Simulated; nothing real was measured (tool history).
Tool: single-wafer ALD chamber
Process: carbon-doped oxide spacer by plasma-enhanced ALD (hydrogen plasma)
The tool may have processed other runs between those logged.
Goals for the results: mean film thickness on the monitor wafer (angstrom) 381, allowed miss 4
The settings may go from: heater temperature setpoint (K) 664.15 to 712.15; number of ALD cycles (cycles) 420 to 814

run	hour	heater temperature setpoint (K)	number of ALD cycles (cycles)	mean film thickness on the monitor wafer (angstrom)
1	0	688.15	617	344.88
2	4.7	685.15	621	350.94
3	5.6	685.15	694	393.11
4	11.6	685.15	657	372.04
5	19.5	685.15	569	320.73
6	27.3	685.15	606	343.54
7	35.9	682.15	610	348.61
8	39.5	679.15	613	353.95
9	46.9	677.15	616	357.8
10	53.7	665.15	639	373.87
11	57.6	665.15	641	375.28
12	60.4	665.15	643	376.29
13	62.6	665.15	643	375.6

Next run, 4 choices. One meets every target within its allowed miss, the rest don't. Which?
A	64.8	667.15	652	?
B	64.8	667.15	634	?
C	64.8	666.15	624	?
D	64.8	664.15	632	?

move	mean film thickness on the monitor wafer (angstrom)
A	381.21
B	370.69
C	364.84
D	369.52
A: meets every target
B: its largest miss is bigger than the last run's
C: its largest miss is bigger than the last run's
D: its largest miss is bigger than the last run's
A is the move that brings every result within its allowed miss.

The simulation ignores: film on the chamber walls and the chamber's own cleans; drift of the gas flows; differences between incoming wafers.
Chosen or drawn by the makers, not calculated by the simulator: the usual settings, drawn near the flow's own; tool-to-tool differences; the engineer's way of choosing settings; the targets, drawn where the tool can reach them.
